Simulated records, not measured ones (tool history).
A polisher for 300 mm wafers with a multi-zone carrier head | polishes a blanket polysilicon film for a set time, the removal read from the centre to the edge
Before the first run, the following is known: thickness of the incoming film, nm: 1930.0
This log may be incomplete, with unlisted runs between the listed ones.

run	hour	flow of slurry (ml/min)	pressure of the head's centre zone	pressure of the head's middle zone	pressure of the head's edge zone	polishing time (s)	film removed at the wafer's centre (angstrom)	film removed at mid-radius (angstrom)	film removed at the wafer's edge (angstrom)
1	0.0	315	1.00	1.00	1.00	35	2395.0	2401.6	2311.5
2	1.7	315	1.00	1.01	1.04	38	2587.0	2571.1	2554.6
3	8.1	315	1.07	1.01	1.04	38	2734.6	2568.2	2529.5
4	13.4	315	1.07	1.01	0.97	38	2759.0	2551.2	2434.1
5	22.3	315	1.14	1.01	0.97	38	2915.2	2598.5	2498.2
6	29.5	315	1.14	1.01	0.97	43	3277.5	2943.3	2803.7
7	36.5	315	1.10	1.02	1.03	44	3229.5	3034.4	2952.6
8	37.8	315	1.08	1.03	1.07	45	3300.1	3146.7	3041.0
9	45.7	310	1.04	1.02	1.09	46	3214.7	3136.3	3099.7

Run 10 comes next. What will it give?
10	52.3	315	1.02	1.02	1.12	47	?	?	?

film removed at the wafer's centre (angstrom): 3242.2
film removed at mid-radius (angstrom): 3253.9
film removed at the wafer's edge (angstrom): 3208.5

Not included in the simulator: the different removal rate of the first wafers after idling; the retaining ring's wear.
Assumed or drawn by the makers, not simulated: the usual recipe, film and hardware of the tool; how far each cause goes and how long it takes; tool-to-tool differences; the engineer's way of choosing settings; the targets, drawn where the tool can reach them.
